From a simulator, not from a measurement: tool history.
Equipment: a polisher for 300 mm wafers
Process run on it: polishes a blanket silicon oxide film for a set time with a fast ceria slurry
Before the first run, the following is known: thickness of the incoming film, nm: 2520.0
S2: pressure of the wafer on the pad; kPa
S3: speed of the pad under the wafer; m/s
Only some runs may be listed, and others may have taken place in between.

{"run": 1, "hour": 0.0, "flow of slurry (ml/min)": 175, "S2": 13.1, "S3": 1.26, "polishing time (s)": 86, "film removed (nm)": 1201.7}
{"run": 2, "hour": 6.4, "flow of slurry (ml/min)": 175, "S2": 13.1, "S3": 1.4, "polishing time (s)": 86, "film removed (nm)": 1362.9}
{"run": 3, "hour": 10.0, "flow of slurry (ml/min)": 175, "S2": 13.8, "S3": 1.4, "polishing time (s)": 86, "film removed (nm)": 1407}
{"run": 4, "hour": 13.7, "flow of slurry (ml/min)": 175, "S2": 10.3, "S3": 1.4, "polishing time (s)": 86, "film removed (nm)": 1094.8}
{"run": 5, "hour": 18.6, "flow of slurry (ml/min)": 175, "S2": 11.7, "S3": 1.4, "polishing time (s)": 86, "film removed (nm)": 1245.9}
{"run": 6, "hour": 25.8, "flow of slurry (ml/min)": 215, "S2": 11.7, "S3": 1.4, "polishing time (s)": 86, "film removed (nm)": 1284.7}
{"run": 7, "hour": 34.7, "flow of slurry (ml/min)": 215, "S2": 12.4, "S3": 1.4, "polishing time (s)": 86, "film removed (nm)": 1326.1}
{"hour": 39.4, "done": "slurry nozzle cleaned"}
{"run": 8, "hour": 39.4, "flow of slurry (ml/min)": 215, "S2": 13.1, "S3": 1.4, "polishing time (s)": 86, "film removed (nm)": 1471.1}
{"run": 9, "hour": 40.8, "flow of slurry (ml/min)": 220, "S2": 16.5, "S3": 1.42, "polishing time (s)": 86, "film removed (nm)": 1813.8}

The next listed run, before its measurement:
{"run": 10, "hour": 42.7, "flow of slurry (ml/min)": 225, "S2": 17.2, "S3": 1.42, "polishing time (s)": 86, "film removed (nm)": "?"}

Run 10 produced film removed (nm) 1822.1.
